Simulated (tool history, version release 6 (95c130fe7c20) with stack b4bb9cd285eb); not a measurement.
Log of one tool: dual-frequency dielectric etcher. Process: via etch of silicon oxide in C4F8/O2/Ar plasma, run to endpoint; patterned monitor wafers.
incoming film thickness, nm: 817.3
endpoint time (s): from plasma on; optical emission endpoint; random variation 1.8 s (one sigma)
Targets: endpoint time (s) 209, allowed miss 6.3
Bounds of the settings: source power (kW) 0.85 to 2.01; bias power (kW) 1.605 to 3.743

{"run": 1, "hour": 0.0, "source power (kW)": 1.43, "bias power (kW)": 2.674, "endpoint time (s)": 178.28}
{"run": 2, "hour": 6.2, "source power (kW)": 1.32, "bias power (kW)": 2.583, "endpoint time (s)": 190.9}
{"run": 3, "hour": 12.4, "source power (kW)": 1.57, "bias power (kW)": 2.583, "endpoint time (s)": 167.37}
{"run": 4, "hour": 14.7, "source power (kW)": 1.46, "bias power (kW)": 2.538, "endpoint time (s)": 178.12}
{"run": 5, "hour": 22.6, "source power (kW)": 1.66, "bias power (kW)": 2.538, "endpoint time (s)": 162.76}
{"run": 6, "hour": 24.0, "source power (kW)": 1.66, "bias power (kW)": 2.712, "endpoint time (s)": 164.47}
{"run": 7, "hour": 29.0, "source power (kW)": 1.5, "bias power (kW)": 2.708, "endpoint time (s)": 173.82}
{"run": 8, "hour": 34.1, "source power (kW)": 1.5, "bias power (kW)": 2.708, "endpoint time (s)": 171.61}
{"run": 9, "hour": 43.0, "source power (kW)": 1.39, "bias power (kW)": 2.653, "endpoint time (s)": 179.38}
{"run": 10, "hour": 52.0, "source power (kW)": 1.3, "bias power (kW)": 2.595, "endpoint time (s)": 190.48}
{"run": 11, "hour": 60.2, "source power (kW)": 1.08, "bias power (kW)": 2.497, "endpoint time (s)": 220.6}
{"run": 12, "hour": 68.6, "source power (kW)": 1.1, "bias power (kW)": 2.505, "endpoint time (s)": 219.94}

Which of these 5 next moves meets every target?
{"run": "A", "hour": 77.0, "source power (kW)": 1.16, "bias power (kW)": 2.498, "endpoint time (s)": "?"}
{"run": "B", "hour": 77.0, "source power (kW)": 1.03, "bias power (kW)": 2.709, "endpoint time (s)": "?"}
{"run": "C", "hour": 77.0, "source power (kW)": 1.14, "bias power (kW)": 1.643, "endpoint time (s)": "?"}
{"run": "D", "hour": 77.0, "source power (kW)": 1.1, "bias power (kW)": 1.733, "endpoint time (s)": "?"}
{"run": "E", "hour": 77.0, "source power (kW)": 0.99, "bias power (kW)": 2.547, "endpoint time (s)": "?"}

move=A endpoint_time_(s)=208.9
move=B endpoint_time_(s)=223.97
move=C endpoint_time_(s)=233.46
move=D endpoint_time_(s)=237.09
move=E endpoint_time_(s)=236.47
A: meets every target
B: further off than the last run
C: further off than the last run
D: further off than the last run
E: further off than the last run
Move A is the one to make.
